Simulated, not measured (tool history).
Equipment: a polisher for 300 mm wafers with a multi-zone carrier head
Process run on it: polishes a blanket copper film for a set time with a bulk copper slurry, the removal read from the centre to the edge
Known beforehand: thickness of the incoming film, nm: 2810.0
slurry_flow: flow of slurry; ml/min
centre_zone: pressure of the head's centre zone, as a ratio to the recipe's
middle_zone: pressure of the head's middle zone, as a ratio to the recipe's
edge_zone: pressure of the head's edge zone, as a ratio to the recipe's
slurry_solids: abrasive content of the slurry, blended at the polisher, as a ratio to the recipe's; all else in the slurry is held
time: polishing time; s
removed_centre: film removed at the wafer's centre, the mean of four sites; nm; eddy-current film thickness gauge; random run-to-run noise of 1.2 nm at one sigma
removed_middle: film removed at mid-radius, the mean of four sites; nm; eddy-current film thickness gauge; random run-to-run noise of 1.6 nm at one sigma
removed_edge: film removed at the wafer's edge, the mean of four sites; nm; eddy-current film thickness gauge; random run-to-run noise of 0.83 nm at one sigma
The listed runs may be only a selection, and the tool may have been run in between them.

{"run": 1, "hour": 0.0, "slurry_flow": 145, "centre_zone": 1.0, "middle_zone": 1.0, "edge_zone": 1.0, "slurry_solids": 1.0, "time": 32, "removed_centre": 170.77, "removed_middle": 169.51, "removed_edge": 170.02}
{"run": 2, "hour": 7.6, "slurry_flow": 140, "centre_zone": 1.01, "middle_zone": 1.0, "edge_zone": 0.98, "slurry_solids": 0.95, "time": 32, "removed_centre": 172.22, "removed_middle": 164.42, "removed_edge": 165.17}
{"run": 3, "hour": 13.5, "slurry_flow": 140, "centre_zone": 0.95, "middle_zone": 1.0, "edge_zone": 0.98, "slurry_solids": 0.95, "time": 32, "removed_centre": 159.79, "removed_middle": 166.22, "removed_edge": 167.13}
{"run": 4, "hour": 20.2, "slurry_flow": 140, "centre_zone": 0.95, "middle_zone": 1.06, "edge_zone": 0.98, "slurry_solids": 0.95, "time": 32, "removed_centre": 161.25, "removed_middle": 173.99, "removed_edge": 166.65}
{"run": 5, "hour": 20.9, "slurry_flow": 135, "centre_zone": 0.96, "middle_zone": 1.05, "edge_zone": 0.96, "slurry_solids": 0.9, "time": 32, "removed_centre": 162.04, "removed_middle": 169.09, "removed_edge": 162.36}
{"hour": 25.4, "done": "worn pad replaced by a new one"}
{"run": 6, "hour": 25.4, "slurry_flow": 130, "centre_zone": 0.97, "middle_zone": 1.05, "edge_zone": 0.94, "slurry_solids": 0.85, "time": 32, "removed_centre": 172.95, "removed_middle": 178.39, "removed_edge": 170.65}
{"run": 7, "hour": 31.7, "slurry_flow": 130, "centre_zone": 0.97, "middle_zone": 1.05, "edge_zone": 0.94, "slurry_solids": 0.85, "time": 32, "removed_centre": 172.21, "removed_middle": 180.84, "removed_edge": 169.72}
{"run": 8, "hour": 38.4, "slurry_flow": 130, "centre_zone": 0.99, "middle_zone": 1.05, "edge_zone": 0.95, "slurry_solids": 0.9, "time": 31, "removed_centre": 171.17, "removed_middle": 179.97, "removed_edge": 169.22}
{"run": 9, "hour": 41.8, "slurry_flow": 140, "centre_zone": 0.99, "middle_zone": 1.05, "edge_zone": 0.94, "slurry_solids": 0.85, "time": 30, "removed_centre": 164.41, "removed_middle": 174.87, "removed_edge": 161.96}
{"run": 10, "hour": 45.6, "slurry_flow": 140, "centre_zone": 1.01, "middle_zone": 1.03, "edge_zone": 0.93, "slurry_solids": 0.85, "time": 29, "removed_centre": 163.93, "removed_middle": 164.73, "removed_edge": 154.72}
{"run": 11, "hour": 53.8, "slurry_flow": 100, "centre_zone": 1.06, "middle_zone": 0.96, "edge_zone": 0.83, "slurry_solids": 0.6, "time": 28, "removed_centre": 140.6, "removed_middle": 133.89, "removed_edge": 127.92}
{"run": 12, "hour": 57.9, "slurry_flow": 105, "centre_zone": 1.07, "middle_zone": 0.96, "edge_zone": 0.83, "slurry_solids": 0.6, "time": 28, "removed_centre": 144.99, "removed_middle": 131.88, "removed_edge": 127.74}

Run 13 is up next; what results do you expect?
{"run": 13, "hour": 63.5, "slurry_flow": 110, "centre_zone": 1.07, "middle_zone": 0.96, "edge_zone": 0.83, "slurry_solids": 0.6, "time": 28, "removed_centre": "?", "removed_middle": "?", "removed_edge": "?"}

{"run 13": {"removed_centre": 145.28, "removed_middle": 133.02, "removed_edge": 127.35}}
